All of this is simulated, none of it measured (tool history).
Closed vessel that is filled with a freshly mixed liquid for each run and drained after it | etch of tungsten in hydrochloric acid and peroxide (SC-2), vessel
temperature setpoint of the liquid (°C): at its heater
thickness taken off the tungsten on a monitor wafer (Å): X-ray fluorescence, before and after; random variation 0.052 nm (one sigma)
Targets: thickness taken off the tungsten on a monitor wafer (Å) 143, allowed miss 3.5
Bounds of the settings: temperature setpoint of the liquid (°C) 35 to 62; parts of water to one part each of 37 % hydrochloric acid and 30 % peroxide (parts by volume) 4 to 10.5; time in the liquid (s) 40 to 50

run,hour,temperature setpoint of the liquid (°C),parts of water to one part each of 37 % hydrochloric acid and 30 % peroxide (parts by volume),time in the liquid (s),thickness taken off the tungsten on a monitor wafer (Å)
1,0,46,5.5,50,94.301
2,1.7,46.5,5.5,50,97.011
3,6.9,47,5.5,50,101.59
4,14.4,47,4,50,127.51
5,23.5,53,4,50,189.5
6,31.6,52.5,4,50,182.75
7,38.9,52,4,50,178.16
8,47.9,51.5,4,50,170.91
9,55.2,51,4,50,167.18
10,58.6,51,4,50,166.57
11,62.2,49.5,4,50,149.12

4 next moves are on the table. One of them brings every result within its allowed miss. Which?
A,65.8,51,5,50,?
B,65.8,51,4.5,50,?
C,65.8,52.5,5,50,?
D,65.8,51,4,45,?

move,thickness taken off the tungsten on a monitor wafer (Å)
A,141.14
B,152.4
C,155.82
D,149.07
A: meets every target
B: further off than the last run
C: further off than the last run
D: as far off as the last run
Move A is the one to make.
